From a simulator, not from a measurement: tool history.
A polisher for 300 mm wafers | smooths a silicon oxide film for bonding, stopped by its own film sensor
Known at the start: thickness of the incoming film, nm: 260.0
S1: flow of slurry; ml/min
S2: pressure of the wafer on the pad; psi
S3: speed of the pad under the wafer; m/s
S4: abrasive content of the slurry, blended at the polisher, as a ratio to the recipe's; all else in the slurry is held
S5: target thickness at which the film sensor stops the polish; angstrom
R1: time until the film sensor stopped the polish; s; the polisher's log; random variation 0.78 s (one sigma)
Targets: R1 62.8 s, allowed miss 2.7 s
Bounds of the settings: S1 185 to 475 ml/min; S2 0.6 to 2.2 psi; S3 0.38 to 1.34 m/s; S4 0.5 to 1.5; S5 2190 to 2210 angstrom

{"run": 1, "hour": 0.0, "S1": 305, "S2": 1.4, "S3": 0.86, "S4": 1, "S5": 2210, "R1": 93.632}
{"run": 2, "hour": 3.1, "S1": 365, "S2": 1.4, "S3": 0.86, "S4": 1, "S5": 2210, "R1": 95.394}
{"run": 3, "hour": 11.1, "S1": 365, "S2": 1.4, "S3": 0.86, "S4": 0.85, "S5": 2210, "R1": 101.32}
{"run": 4, "hour": 15.4, "S1": 365, "S2": 1.5, "S3": 0.86, "S4": 0.85, "S5": 2210, "R1": 98.032}
{"run": 5, "hour": 19.4, "S1": 365, "S2": 1.5, "S3": 1.02, "S4": 0.85, "S5": 2210, "R1": 84.541}
{"run": 6, "hour": 24.0, "S1": 365, "S2": 1.2, "S3": 1.02, "S4": 0.85, "S5": 2210, "R1": 102.14}
{"run": 7, "hour": 32.3, "S1": 365, "S2": 1.4, "S3": 1.02, "S4": 0.85, "S5": 2210, "R1": 91.61}
{"run": 8, "hour": 35.0, "S1": 365, "S2": 1.8, "S3": 1.06, "S4": 0.85, "S5": 2210, "R1": 67.708}

Which of these 5 next moves meets every target?
{"run": "A", "hour": 37.7, "S1": 380, "S2": 1.5, "S3": 1.12, "S4": 0.8, "S5": 2200, "R1": "?"}
{"run": "B", "hour": 37.7, "S1": 365, "S2": 1.9, "S3": 1.16, "S4": 0.85, "S5": 2200, "R1": "?"}
{"run": "C", "hour": 37.7, "S1": 330, "S2": 2.1, "S3": 0.84, "S4": 0.85, "S5": 2200, "R1": "?"}
{"run": "D", "hour": 37.7, "S1": 375, "S2": 1.6, "S3": 1.04, "S4": 1.05, "S5": 2190, "R1": "?"}
{"run": "E", "hour": 37.7, "S1": 345, "S2": 1.7, "S3": 1.06, "S4": 0.85, "S5": 2210, "R1": "?"}

move=A R1=82.669
move=B R1=62.066
move=C R1=72.987
move=D R1=73.643
move=E R1=72.713
A: further off than the last run
B: meets every target
C: further off than the last run
D: further off than the last run
E: further off than the last run
The right move is B.
